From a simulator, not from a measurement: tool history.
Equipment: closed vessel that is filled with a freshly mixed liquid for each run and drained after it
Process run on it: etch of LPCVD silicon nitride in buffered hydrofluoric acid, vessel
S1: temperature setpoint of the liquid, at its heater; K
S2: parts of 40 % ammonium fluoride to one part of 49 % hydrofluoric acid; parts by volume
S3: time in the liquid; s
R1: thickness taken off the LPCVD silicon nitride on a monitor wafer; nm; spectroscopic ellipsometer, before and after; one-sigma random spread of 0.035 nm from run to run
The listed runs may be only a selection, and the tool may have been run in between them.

run  hour      S1    S2    S3      R1
  1     0  294.15    20  1725    12.9
  2   1.1  294.15    20  1725  12.935
  3   6.2  295.65    20  1725  14.091
  4   8.4  294.15  21.5  1725  12.377
  5  12.7  292.15  21.5  1725  11.108
  6    16  291.65    23  1725  10.211
  7  21.7  291.15    24  1725  9.6322

The next listed run, before its measurement:
  8  28.9  290.65  24.5  1725   ?

Run 8 measured R1 9.2195 nm.

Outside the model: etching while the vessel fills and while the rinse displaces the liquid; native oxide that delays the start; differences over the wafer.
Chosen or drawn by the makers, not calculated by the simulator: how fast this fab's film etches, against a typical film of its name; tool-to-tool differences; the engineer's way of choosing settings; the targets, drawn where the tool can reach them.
